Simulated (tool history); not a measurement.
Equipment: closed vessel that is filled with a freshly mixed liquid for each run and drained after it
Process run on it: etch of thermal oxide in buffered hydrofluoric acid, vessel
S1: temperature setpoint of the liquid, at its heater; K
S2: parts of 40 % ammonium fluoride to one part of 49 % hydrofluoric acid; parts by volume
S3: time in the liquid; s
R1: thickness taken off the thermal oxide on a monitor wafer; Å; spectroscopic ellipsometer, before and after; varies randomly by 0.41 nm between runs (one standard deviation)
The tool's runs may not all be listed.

run  hour      S1   S2   S3       R1
  1   0.0  295.15  8.5  105  1111.60
  2   8.5  295.15  8.5  115  1204.70
  3  10.4  291.65  8.5  115   998.27
  4  16.9  292.65  8.5  115  1046.00
  5  18.6  292.65  7.0  115  1298.80
  6  22.7  295.65  7.0  115  1541.70

Run 7 comes next. What will it give?
  7  23.5  294.65  7.0  115   ?

{"run 7": {"R1": 1449.5}}
